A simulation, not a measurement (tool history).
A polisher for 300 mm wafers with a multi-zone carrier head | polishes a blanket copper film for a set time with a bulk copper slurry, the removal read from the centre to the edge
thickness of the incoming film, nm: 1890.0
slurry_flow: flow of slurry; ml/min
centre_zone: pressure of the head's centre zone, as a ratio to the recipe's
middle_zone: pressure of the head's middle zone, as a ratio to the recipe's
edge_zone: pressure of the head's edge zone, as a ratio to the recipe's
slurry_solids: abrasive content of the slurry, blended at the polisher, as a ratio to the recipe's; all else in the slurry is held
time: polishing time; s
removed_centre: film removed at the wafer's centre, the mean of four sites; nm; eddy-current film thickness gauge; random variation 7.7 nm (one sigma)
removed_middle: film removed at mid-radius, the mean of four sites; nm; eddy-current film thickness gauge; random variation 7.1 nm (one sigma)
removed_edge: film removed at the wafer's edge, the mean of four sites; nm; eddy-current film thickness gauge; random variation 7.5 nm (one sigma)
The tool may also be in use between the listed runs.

{"run": 1, "day": 0.0, "slurry_flow": 135, "centre_zone": 1, "middle_zone": 1, "edge_zone": 1, "slurry_solids": 1, "time": 70, "removed_centre": 588.36, "removed_middle": 611.25, "removed_edge": 628.45}
{"run": 2, "day": 0.271, "slurry_flow": 145, "centre_zone": 1.03, "middle_zone": 1.01, "edge_zone": 1.03, "slurry_solids": 1.1, "time": 70, "removed_centre": 632.03, "removed_middle": 638.56, "removed_edge": 659.76}
{"run": 3, "day": 0.612, "slurry_flow": 145, "centre_zone": 1.03, "middle_zone": 0.96, "edge_zone": 1.03, "slurry_solids": 1.1, "time": 70, "removed_centre": 636.52, "removed_middle": 619.68, "removed_edge": 665.08}
{"run": 4, "day": 0.742, "slurry_flow": 155, "centre_zone": 1.05, "middle_zone": 0.97, "edge_zone": 1.05, "slurry_solids": 1.2, "time": 70, "removed_centre": 653.66, "removed_middle": 635.6, "removed_edge": 683.6}
{"run": 5, "day": 0.867, "slurry_flow": 165, "centre_zone": 1.05, "middle_zone": 0.97, "edge_zone": 1.05, "slurry_solids": 1.2, "time": 70, "removed_centre": 674.56, "removed_middle": 639.92, "removed_edge": 689.17}
{"run": 6, "day": 1.225, "slurry_flow": 165, "centre_zone": 1.05, "middle_zone": 0.92, "edge_zone": 1.05, "slurry_solids": 1.2, "time": 70, "removed_centre": 663.74, "removed_middle": 619.04, "removed_edge": 689.78}
{"run": 7, "day": 1.396, "slurry_flow": 170, "centre_zone": 1.07, "middle_zone": 0.94, "edge_zone": 1.06, "slurry_solids": 1.25, "time": 71, "removed_centre": 695.98, "removed_middle": 645.9, "removed_edge": 724.22}
{"run": 8, "day": 1.712, "slurry_flow": 175, "centre_zone": 1.09, "middle_zone": 0.96, "edge_zone": 1.06, "slurry_solids": 1.3, "time": 71, "removed_centre": 729.21, "removed_middle": 668.35, "removed_edge": 736.49}
{"run": 9, "day": 1.888, "slurry_flow": 180, "centre_zone": 1.1, "middle_zone": 0.98, "edge_zone": 1.07, "slurry_solids": 1.35, "time": 71, "removed_centre": 746.41, "removed_middle": 682.09, "removed_edge": 749.97}
{"run": 10, "day": 2.196, "slurry_flow": 180, "centre_zone": 1.1, "middle_zone": 0.98, "edge_zone": 1.07, "slurry_solids": 1.35, "time": 71, "removed_centre": 745.04, "removed_middle": 691.63, "removed_edge": 750.42}
{"run": 11, "day": 2.496, "slurry_flow": 185, "centre_zone": 1.11, "middle_zone": 0.99, "edge_zone": 1.08, "slurry_solids": 1.4, "time": 71, "removed_centre": 758.81, "removed_middle": 701.74, "removed_edge": 753.63}

The next listed run, before its measurement:
{"run": 12, "day": 2.667, "slurry_flow": 185, "centre_zone": 1.12, "middle_zone": 1, "edge_zone": 1.09, "slurry_solids": 1.4, "time": 72, "removed_centre": "?", "removed_middle": "?", "removed_edge": "?"}

removed_centre: 774.94 nm
removed_middle: 712.45 nm
removed_edge: 760.75 nm

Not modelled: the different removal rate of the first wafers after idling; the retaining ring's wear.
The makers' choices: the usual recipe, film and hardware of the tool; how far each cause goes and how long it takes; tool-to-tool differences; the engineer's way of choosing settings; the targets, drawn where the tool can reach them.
